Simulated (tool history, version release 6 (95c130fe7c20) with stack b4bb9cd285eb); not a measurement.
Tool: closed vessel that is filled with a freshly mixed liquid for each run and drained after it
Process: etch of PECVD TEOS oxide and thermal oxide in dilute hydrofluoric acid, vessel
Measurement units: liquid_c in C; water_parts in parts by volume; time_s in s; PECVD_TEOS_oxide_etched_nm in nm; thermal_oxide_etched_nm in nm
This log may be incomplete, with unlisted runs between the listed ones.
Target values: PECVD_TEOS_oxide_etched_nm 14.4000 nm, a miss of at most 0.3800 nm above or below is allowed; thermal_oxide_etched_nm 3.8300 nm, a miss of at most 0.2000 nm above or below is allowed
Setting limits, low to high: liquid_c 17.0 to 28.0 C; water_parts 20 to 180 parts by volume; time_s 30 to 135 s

| run | hour | liquid_c | water_parts | time_s | PECVD_TEOS_oxide_etched_nm | thermal_oxide_etched_nm |
|---|---|---|---|---|---|---|
| 1 | 0.0 | 20.0 | 100 | 70 | 10.7250 | 2.8444 |
| 2 | 2.9 | 20.0 | 125 | 70 | 8.2852 | 2.2317 |
| 3 | 8.8 | 23.0 | 125 | 70 | 9.4068 | 2.4733 |
| 4 | 12.8 | 23.5 | 120 | 70 | 9.8942 | 2.6575 |
| 5 | 18.4 | 24.0 | 115 | 70 | 10.6750 | 2.8919 |
| 6 | 20.9 | 24.0 | 140 | 70 | 8.4836 | 2.2942 |
| 7 | 28.8 | 24.5 | 135 | 70 | 9.0409 | 2.3179 |
| 8 | 35.5 | 20.5 | 95 | 75 | 12.3080 | 3.3819 |
| 9 | 40.1 | 21.0 | 95 | 75 | 12.4320 | 3.3987 |
| 10 | 48.3 | 21.5 | 95 | 75 | 12.6170 | 3.3709 |
| 11 | 51.2 | 24.5 | 90 | 75 | 15.3450 | 3.9896 |

4 next moves are on the table. One of them brings every result within its allowed miss. Which?
| A | 54.1 | 20.0 | 80 | 80 | ? | ? |
| B | 54.1 | 21.5 | 75 | 70 | ? | ? |
| C | 54.1 | 17.0 | 90 | 105 | ? | ? |
| D | 54.1 | 27.5 | 80 | 55 | ? | ? |

| move | PECVD_TEOS_oxide_etched_nm | thermal_oxide_etched_nm |
|---|---|---|
| A | 15.6010 | 4.2203 |
| B | 15.5850 | 4.2162 |
| C | 15.8690 | 4.2930 |
| D | 14.5110 | 3.9255 |
A: lands further from the targets than the last run did
B: lands further from the targets than the last run did
C: lands further from the targets than the last run did
D: in spec on every target
D meets every target.

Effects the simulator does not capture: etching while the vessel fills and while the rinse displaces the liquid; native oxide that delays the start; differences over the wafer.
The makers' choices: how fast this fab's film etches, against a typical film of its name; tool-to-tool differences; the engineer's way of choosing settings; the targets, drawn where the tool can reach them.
